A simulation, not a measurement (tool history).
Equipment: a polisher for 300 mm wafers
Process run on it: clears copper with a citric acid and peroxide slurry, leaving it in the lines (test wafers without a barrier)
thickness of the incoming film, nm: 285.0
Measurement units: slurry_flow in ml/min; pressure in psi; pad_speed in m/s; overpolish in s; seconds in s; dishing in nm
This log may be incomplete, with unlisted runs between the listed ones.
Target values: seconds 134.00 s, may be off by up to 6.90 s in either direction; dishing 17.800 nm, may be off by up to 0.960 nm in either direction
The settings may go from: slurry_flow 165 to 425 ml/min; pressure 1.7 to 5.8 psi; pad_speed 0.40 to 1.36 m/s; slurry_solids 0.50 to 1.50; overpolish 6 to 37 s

run 1 hour=0.0 | slurry_flow=275 pressure=3.7 pad_speed=0.88 slurry_solids=1.00 overpolish=19 | seconds=124.11 dishing=31.810
run 2 hour=1.8 | slurry_flow=250 pressure=3.7 pad_speed=0.88 slurry_solids=1.00 overpolish=19 | seconds=124.78 dishing=31.420
run 3 hour=9.1 | slurry_flow=290 pressure=3.7 pad_speed=0.88 slurry_solids=1.00 overpolish=19 | seconds=121.79 dishing=31.405
run 4 hour=13.6 | slurry_flow=295 pressure=3.6 pad_speed=0.88 slurry_solids=1.00 overpolish=17 | seconds=124.98 dishing=28.006
run 5 hour=16.1 | slurry_flow=295 pressure=3.6 pad_speed=0.88 slurry_solids=0.90 overpolish=17 | seconds=126.10 dishing=28.140
run 6 hour=21.5 | slurry_flow=300 pressure=3.5 pad_speed=0.88 slurry_solids=0.90 overpolish=16 | seconds=129.89 dishing=25.612
run 7 hour=22.4 | slurry_flow=300 pressure=3.5 pad_speed=0.88 slurry_solids=0.90 overpolish=15 | seconds=127.77 dishing=24.133
run 8 hour=25.8 | slurry_flow=300 pressure=3.5 pad_speed=0.88 slurry_solids=0.90 overpolish=15 | seconds=127.50 dishing=24.626
run 9 hour=27.3 | slurry_flow=300 pressure=3.4 pad_speed=0.88 slurry_solids=0.90 overpolish=14 | seconds=129.85 dishing=22.633
run 10 hour=31.4 | slurry_flow=300 pressure=3.4 pad_speed=0.88 slurry_solids=0.90 overpolish=13 | seconds=133.67 dishing=21.448
run 11 hour=37.5 | slurry_flow=300 pressure=3.4 pad_speed=0.88 slurry_solids=0.90 overpolish=8 | seconds=125.86 dishing=13.389
run 12 hour=41.1 | slurry_flow=305 pressure=3.4 pad_speed=0.88 slurry_solids=0.85 overpolish=8 | seconds=131.98 dishing=13.778
run 13 hour=44.7 | slurry_flow=310 pressure=3.4 pad_speed=0.88 slurry_solids=0.80 overpolish=8 | seconds=131.55 dishing=13.152
run 14 hour=50.1 | slurry_flow=310 pressure=3.3 pad_speed=0.88 slurry_solids=0.80 overpolish=8 | seconds=133.62 dishing=13.157
run 15 hour=55.6 | slurry_flow=315 pressure=3.3 pad_speed=0.88 slurry_solids=0.80 overpolish=9 | seconds=139.75 dishing=14.506
run 16 hour=63.6 | slurry_flow=320 pressure=3.3 pad_speed=0.88 slurry_solids=0.80 overpolish=9 | seconds=131.41 dishing=14.963
run 17 hour=69.7 | slurry_flow=295 pressure=3.3 pad_speed=0.88 slurry_solids=0.80 overpolish=14 | seconds=137.53 dishing=21.846
run 18 hour=71.8 | slurry_flow=300 pressure=3.3 pad_speed=0.88 slurry_solids=0.80 overpolish=14 | seconds=135.15 dishing=21.374
run 19 hour=74.9 | slurry_flow=295 pressure=3.3 pad_speed=0.88 slurry_solids=0.80 overpolish=14 | seconds=138.26 dishing=21.503
run 20 hour=81.6 | slurry_flow=310 pressure=3.4 pad_speed=0.88 slurry_solids=0.80 overpolish=8 | seconds=131.59 dishing=13.301
run 21 hour=86.0 | slurry_flow=310 pressure=3.3 pad_speed=0.90 slurry_solids=0.80 overpolish=8 | seconds=132.79 dishing=13.274

Below are 5 possible settings for the next run. Only one of them brings all results inside the allowed miss of their targets. Which is it?
run A hour=90.4 | slurry_flow=350 pressure=2.6 pad_speed=1.08 slurry_solids=0.90 overpolish=12 | seconds=? dishing=?
run B hour=90.4 | slurry_flow=420 pressure=2.3 pad_speed=1.00 slurry_solids=1.15 overpolish=11 | seconds=? dishing=?
run C hour=90.4 | slurry_flow=345 pressure=3.7 pad_speed=0.98 slurry_solids=0.65 overpolish=11 | seconds=? dishing=?
run D hour=90.4 | slurry_flow=340 pressure=3.1 pad_speed=0.98 slurry_solids=0.95 overpolish=12 | seconds=? dishing=?
run E hour=90.4 | slurry_flow=255 pressure=3.5 pad_speed=0.96 slurry_solids=0.90 overpolish=12 | seconds=? dishing=?

move=A seconds=122.84 dishing=21.306
move=B seconds=133.11 dishing=18.281
move=C seconds=116.84 dishing=20.702
move=D seconds=121.81 dishing=21.522
move=E seconds=119.84 dishing=21.875
A: pushes the last run's worst result past its target
B: hits every target within its allowed miss
C: pushes the last run's worst result past its target
D: pushes the last run's worst result past its target
E: pushes the last run's worst result past its target
B meets every target.

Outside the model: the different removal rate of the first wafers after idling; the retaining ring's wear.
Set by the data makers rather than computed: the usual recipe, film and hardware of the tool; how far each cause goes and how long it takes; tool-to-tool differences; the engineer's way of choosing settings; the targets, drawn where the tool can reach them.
